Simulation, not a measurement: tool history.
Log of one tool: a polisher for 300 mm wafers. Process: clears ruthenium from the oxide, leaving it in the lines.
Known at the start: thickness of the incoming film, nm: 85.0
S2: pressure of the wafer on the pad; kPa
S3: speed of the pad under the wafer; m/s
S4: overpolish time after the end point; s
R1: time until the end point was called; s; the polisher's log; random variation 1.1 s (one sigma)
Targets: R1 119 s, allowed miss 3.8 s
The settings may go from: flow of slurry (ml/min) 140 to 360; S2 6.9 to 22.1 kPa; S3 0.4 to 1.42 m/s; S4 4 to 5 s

Run 1, hour 0: flow of slurry (ml/min) 230, S2 14.5 kPa, S3 0.9 m/s, S4 5 s. Result: R1 94.268 s.
Run 2, hour 2.4: flow of slurry (ml/min) 230, S2 14.5 kPa, S3 1.02 m/s, S4 5 s. Result: R1 84.529 s.
Run 3, hour 10.3: flow of slurry (ml/min) 230, S2 13.8 kPa, S3 1.02 m/s, S4 5 s. Result: R1 88.974 s.
Run 4, hour 16.4: flow of slurry (ml/min) 280, S2 13.8 kPa, S3 1.02 m/s, S4 5 s. Result: R1 86.143 s.
Run 5, hour 22.4: flow of slurry (ml/min) 280, S2 16.5 kPa, S3 1.02 m/s, S4 5 s. Result: R1 73.957 s.
Run 6, hour 29.3: flow of slurry (ml/min) 280, S2 16.5 kPa, S3 1.02 m/s, S4 5 s. Result: R1 74.035 s.
Run 7, hour 35: flow of slurry (ml/min) 280, S2 15.2 kPa, S3 1.02 m/s, S4 5 s. Result: R1 81.761 s.
Run 8, hour 41.4: flow of slurry (ml/min) 280, S2 13.8 kPa, S3 1.02 m/s, S4 5 s. Result: R1 87.861 s.
At hour 44.3: head pressure recalibrated.
Run 9, hour 44.3: flow of slurry (ml/min) 280, S2 13.1 kPa, S3 1.02 m/s, S4 5 s. Result: R1 86.422 s.
Run 10, hour 44.8: flow of slurry (ml/min) 270, S2 11.7 kPa, S3 1.02 m/s, S4 5 s. Result: R1 96.393 s.
Run 11, hour 53.2: flow of slurry (ml/min) 270, S2 11 kPa, S3 1.02 m/s, S4 5 s. Result: R1 102.41 s.

Which of these 5 next moves meets every target?
Run A, hour 61.6: flow of slurry (ml/min) 270, S2 12.4 kPa, S3 1.06 m/s, S4 5 s. Result: R1 ?.
Run B, hour 61.6: flow of slurry (ml/min) 265, S2 12.4 kPa, S3 1.08 m/s, S4 5 s. Result: R1 ?.
Run C, hour 61.6: flow of slurry (ml/min) 190, S2 15.2 kPa, S3 0.9 m/s, S4 4 s. Result: R1 ?.
Run D, hour 61.6: flow of slurry (ml/min) 265, S2 9.7 kPa, S3 0.96 m/s, S4 5 s. Result: R1 ?.
Run E, hour 61.6: flow of slurry (ml/min) 270, S2 13.1 kPa, S3 1.06 m/s, S4 4 s. Result: R1 ?.

move      R1
   A  89.512
   B   88.31
   C  89.181
   D  121.68
   E  85.242
A: further off than the last run
B: further off than the last run
C: further off than the last run
D: meets every target
E: further off than the last run
Answer: D
